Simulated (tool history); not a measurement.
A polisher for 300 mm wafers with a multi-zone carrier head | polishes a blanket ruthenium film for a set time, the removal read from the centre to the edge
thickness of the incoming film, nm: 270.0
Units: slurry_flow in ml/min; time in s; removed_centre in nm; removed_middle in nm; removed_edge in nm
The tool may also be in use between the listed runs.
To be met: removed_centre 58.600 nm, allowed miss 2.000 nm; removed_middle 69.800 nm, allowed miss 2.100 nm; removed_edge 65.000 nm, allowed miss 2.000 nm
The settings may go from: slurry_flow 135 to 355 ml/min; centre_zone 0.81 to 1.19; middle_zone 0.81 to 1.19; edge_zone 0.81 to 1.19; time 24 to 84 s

{"run": 1, "hour": 0.0, "slurry_flow": 225, "centre_zone": 1.0, "middle_zone": 1.0, "edge_zone": 1.0, "time": 54, "removed_centre": 84.148, "removed_middle": 77.335, "removed_edge": 74.45}
{"run": 2, "hour": 3.3, "slurry_flow": 210, "centre_zone": 0.94, "middle_zone": 1.01, "edge_zone": 1.0, "time": 52, "removed_centre": 75.316, "removed_middle": 73.677, "removed_edge": 71.197}
{"run": 3, "hour": 6.7, "slurry_flow": 230, "centre_zone": 0.94, "middle_zone": 1.01, "edge_zone": 1.0, "time": 52, "removed_centre": 75.982, "removed_middle": 74.574, "removed_edge": 72.564}
{"run": 4, "hour": 12.4, "slurry_flow": 230, "centre_zone": 0.94, "middle_zone": 1.01, "edge_zone": 1.0, "time": 65, "removed_centre": 94.311, "removed_middle": 94.512, "removed_edge": 90.738}
{"run": 5, "hour": 18.1, "slurry_flow": 230, "centre_zone": 0.94, "middle_zone": 0.93, "edge_zone": 1.0, "time": 65, "removed_centre": 94.812, "removed_middle": 87.1, "removed_edge": 90.459}
{"run": 6, "hour": 21.6, "slurry_flow": 260, "centre_zone": 0.94, "middle_zone": 0.93, "edge_zone": 1.0, "time": 65, "removed_centre": 96.284, "removed_middle": 87.969, "removed_edge": 90.665}
{"run": 7, "hour": 24.2, "slurry_flow": 240, "centre_zone": 0.9, "middle_zone": 0.97, "edge_zone": 0.99, "time": 60, "removed_centre": 83.952, "removed_middle": 84.42, "removed_edge": 84.674}
{"run": 8, "hour": 31.2, "slurry_flow": 225, "centre_zone": 0.87, "middle_zone": 0.99, "edge_zone": 0.96, "time": 56, "removed_centre": 74.959, "removed_middle": 79.451, "removed_edge": 75.849}
{"run": 9, "hour": 38.9, "slurry_flow": 210, "centre_zone": 0.85, "middle_zone": 1.01, "edge_zone": 0.97, "time": 53, "removed_centre": 68.558, "removed_middle": 76.354, "removed_edge": 72.695}
{"run": 10, "hour": 43.5, "slurry_flow": 165, "centre_zone": 0.81, "middle_zone": 1.02, "edge_zone": 0.92, "time": 48, "removed_centre": 56.204, "removed_middle": 67.18, "removed_edge": 61.964}
{"run": 11, "hour": 47.7, "slurry_flow": 175, "centre_zone": 0.81, "middle_zone": 1.02, "edge_zone": 0.93, "time": 48, "removed_centre": 58.439, "removed_middle": 68.393, "removed_edge": 62.485}

Which of these 4 next moves meets every target?
{"run": "A", "hour": 51.9, "slurry_flow": 190, "centre_zone": 0.81, "middle_zone": 1.0, "edge_zone": 0.92, "time": 45, "removed_centre": "?", "removed_middle": "?", "removed_edge": "?"}
{"run": "B", "hour": 51.9, "slurry_flow": 190, "centre_zone": 0.81, "middle_zone": 1.04, "edge_zone": 0.96, "time": 48, "removed_centre": "?", "removed_middle": "?", "removed_edge": "?"}
{"run": "C", "hour": 51.9, "slurry_flow": 185, "centre_zone": 0.81, "middle_zone": 1.04, "edge_zone": 0.9, "time": 53, "removed_centre": "?", "removed_middle": "?", "removed_edge": "?"}
{"run": "D", "hour": 51.9, "slurry_flow": 150, "centre_zone": 0.93, "middle_zone": 1.02, "edge_zone": 0.9, "time": 48, "removed_centre": "?", "removed_middle": "?", "removed_edge": "?"}

move=A removed_centre=55.295 removed_middle=63.279 removed_edge=58.870
move=B removed_centre=58.998 removed_middle=69.773 removed_edge=64.025
move=C removed_centre=64.854 removed_middle=76.742 removed_edge=68.402
move=D removed_centre=64.814 removed_middle=65.980 removed_edge=60.417
A: further off than the last run
B: meets every target
C: takes the result that was furthest off past its target
D: further off than the last run
Move B is the one to make.

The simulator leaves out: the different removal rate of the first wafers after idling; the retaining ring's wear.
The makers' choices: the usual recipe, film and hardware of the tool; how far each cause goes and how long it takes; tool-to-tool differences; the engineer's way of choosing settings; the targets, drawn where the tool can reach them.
